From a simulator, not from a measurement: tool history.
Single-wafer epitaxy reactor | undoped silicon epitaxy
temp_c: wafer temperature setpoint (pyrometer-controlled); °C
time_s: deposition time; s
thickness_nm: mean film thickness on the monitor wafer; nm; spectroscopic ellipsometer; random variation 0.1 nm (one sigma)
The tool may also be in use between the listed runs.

Run 1, hour 0.0: temp_c 635 °C, time_s 481 s. Result: thickness_nm 56.425 nm.
Run 2, hour 5.0: temp_c 633 °C, time_s 481 s. Result: thickness_nm 54.034 nm.
Run 3, hour 12.4: temp_c 640 °C, time_s 481 s. Result: thickness_nm 62.833 nm.
Run 4, hour 13.0: temp_c 640 °C, time_s 413 s. Result: thickness_nm 53.957 nm.
At hour 17.9: pyrometer calibrated.
Run 5, hour 17.9: temp_c 646 °C, time_s 413 s. Result: thickness_nm 57.085 nm.
Run 6, hour 22.6: temp_c 646 °C, time_s 384 s. Result: thickness_nm 53.101 nm.

Run 7 comes next. What will it give?
Run 7, hour 26.0: temp_c 644 °C, time_s 384 s. Result: thickness_nm ?.

{"run 7": {"thickness_nm": 50.839}}
